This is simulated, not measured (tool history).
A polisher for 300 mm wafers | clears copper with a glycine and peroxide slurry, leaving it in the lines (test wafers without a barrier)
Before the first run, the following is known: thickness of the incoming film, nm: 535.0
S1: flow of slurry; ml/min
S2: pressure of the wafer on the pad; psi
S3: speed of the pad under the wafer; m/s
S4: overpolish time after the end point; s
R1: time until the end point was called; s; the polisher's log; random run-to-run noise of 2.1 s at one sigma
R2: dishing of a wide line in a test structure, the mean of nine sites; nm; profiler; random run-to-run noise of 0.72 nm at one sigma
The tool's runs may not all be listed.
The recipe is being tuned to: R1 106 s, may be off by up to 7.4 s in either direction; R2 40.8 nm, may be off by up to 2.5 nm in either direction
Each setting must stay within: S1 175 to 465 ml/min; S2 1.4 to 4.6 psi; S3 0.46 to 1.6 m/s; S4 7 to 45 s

Run 1, hour 0: S1 295 ml/min, S2 3 psi, S3 1.02 m/s, S4 23 s. Result: R1 77.325 s, R2 76.582 nm.
Run 2, hour 6.5: S1 295 ml/min, S2 3.3 psi, S3 1.02 m/s, S4 23 s. Result: R1 75.874 s, R2 77.421 nm.
Run 3, hour 10.5: S1 295 ml/min, S2 3.8 psi, S3 1.02 m/s, S4 23 s. Result: R1 68.782 s, R2 84.15 nm.
Run 4, hour 19.4: S1 295 ml/min, S2 3.8 psi, S3 1.02 m/s, S4 27 s. Result: R1 69.316 s, R2 87.15 nm.
Run 5, hour 25: S1 285 ml/min, S2 3.5 psi, S3 1 m/s, S4 25 s. Result: R1 73.115 s, R2 82.587 nm.
Run 6, hour 31: S1 290 ml/min, S2 3.2 psi, S3 0.98 m/s, S4 23 s. Result: R1 77.577 s, R2 77.39 nm.
Run 7, hour 39.9: S1 305 ml/min, S2 3 psi, S3 0.96 m/s, S4 21 s. Result: R1 80.798 s, R2 72.093 nm.
Run 8, hour 42: S1 320 ml/min, S2 2.8 psi, S3 0.94 m/s, S4 19 s. Result: R1 81.454 s, R2 65.701 nm.
Run 9, hour 51: S1 325 ml/min, S2 2.7 psi, S3 0.9 m/s, S4 18 s. Result: R1 90.933 s, R2 62.361 nm.
Run 10, hour 54.4: S1 340 ml/min, S2 2.5 psi, S3 0.9 m/s, S4 17 s. Result: R1 92.567 s, R2 56.402 nm.
Run 11, hour 59.1: S1 340 ml/min, S2 2.5 psi, S3 0.9 m/s, S4 17 s. Result: R1 93.555 s, R2 58.268 nm.
Run 12, hour 66.5: S1 350 ml/min, S2 2.4 psi, S3 0.9 m/s, S4 16 s. Result: R1 93.118 s, R2 54.274 nm.
Run 13, hour 68.1: S1 355 ml/min, S2 2.3 psi, S3 0.9 m/s, S4 15 s. Result: R1 97.579 s, R2 50.058 nm.
Run 14, hour 71: S1 360 ml/min, S2 2.2 psi, S3 0.9 m/s, S4 15 s. Result: R1 97.099 s, R2 51.49 nm.
Run 15, hour 78.7: S1 335 ml/min, S2 1.9 psi, S3 0.88 m/s, S4 7 s. Result: R1 106.42 s, R2 25.447 nm.
Run 16, hour 81.8: S1 350 ml/min, S2 1.9 psi, S3 0.88 m/s, S4 7 s. Result: R1 105.04 s, R2 26.153 nm.
Run 17, hour 84.9: S1 360 ml/min, S2 1.9 psi, S3 0.86 m/s, S4 7 s. Result: R1 109.89 s, R2 25.919 nm.
Run 18, hour 87.8: S1 370 ml/min, S2 2 psi, S3 0.86 m/s, S4 7 s. Result: R1 107.73 s, R2 26.197 nm.

Below are 4 possible settings for the next run. Only one of them brings all results inside the allowed miss of their targets. Which is it?
Run A, hour 90.7: S1 370 ml/min, S2 1.8 psi, S3 0.8 m/s, S4 9 s. Result: R1 ?, R2 ?.
Run B, hour 90.7: S1 340 ml/min, S2 2.7 psi, S3 0.66 m/s, S4 12 s. Result: R1 ?, R2 ?.
Run C, hour 90.7: S1 370 ml/min, S2 1.9 psi, S3 0.86 m/s, S4 15 s. Result: R1 ?, R2 ?.
Run D, hour 90.7: S1 405 ml/min, S2 1.7 psi, S3 0.6 m/s, S4 15 s. Result: R1 ?, R2 ?.

move      R1      R2
   A  116.54  30.442
   B  106.89  41.723
   C  109.79   47.61
   D  135.27  40.978
A: moves toward the targets from the last run without getting all of them in spec
B: in spec on every target
C: pushes the last run's worst result past its target
D: gets the furthest-off result to its target, but another result is out of tolerance
B is the move that brings every result within its allowed miss.

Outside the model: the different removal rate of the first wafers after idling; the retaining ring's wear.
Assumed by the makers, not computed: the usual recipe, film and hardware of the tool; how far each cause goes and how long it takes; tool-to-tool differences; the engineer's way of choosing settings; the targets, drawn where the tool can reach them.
